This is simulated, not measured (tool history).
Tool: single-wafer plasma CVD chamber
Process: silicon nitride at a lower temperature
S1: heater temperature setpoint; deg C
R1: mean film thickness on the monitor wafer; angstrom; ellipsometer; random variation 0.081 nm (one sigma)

Run 1, day 0.000: S1 360 deg C, chamber pressure (mTorr) 1600, RF power (kW) 0.270, deposition time (s) 21.8. Result: R1 249.53 angstrom.
Run 2, day 0.079: S1 360 deg C, chamber pressure (mTorr) 1650, RF power (kW) 0.275, deposition time (s) 21.8. Result: R1 255.13 angstrom.
Run 3, day 0.400: S1 360 deg C, chamber pressure (mTorr) 1700, RF power (kW) 0.280, deposition time (s) 21.8. Result: R1 261.20 angstrom.
Run 4, day 0.654: S1 360 deg C, chamber pressure (mTorr) 1740, RF power (kW) 0.280, deposition time (s) 21.8. Result: R1 263.16 angstrom.
Run 5, day 0.950: S1 360 deg C, chamber pressure (mTorr) 1590, RF power (kW) 0.280, deposition time (s) 21.8. Result: R1 256.73 angstrom.
Run 6, day 1.092: S1 360 deg C, chamber pressure (mTorr) 1640, RF power (kW) 0.285, deposition time (s) 21.8. Result: R1 262.26 angstrom.
Run 7, day 1.446: S1 360 deg C, chamber pressure (mTorr) 1680, RF power (kW) 0.285, deposition time (s) 21.8. Result: R1 264.19 angstrom.

The next listed run, before its measurement:
Run 8, day 1.771: S1 360 deg C, chamber pressure (mTorr) 1720, RF power (kW) 0.285, deposition time (s) 21.8. Result: R1 ?.

R1: 266.31 angstrom
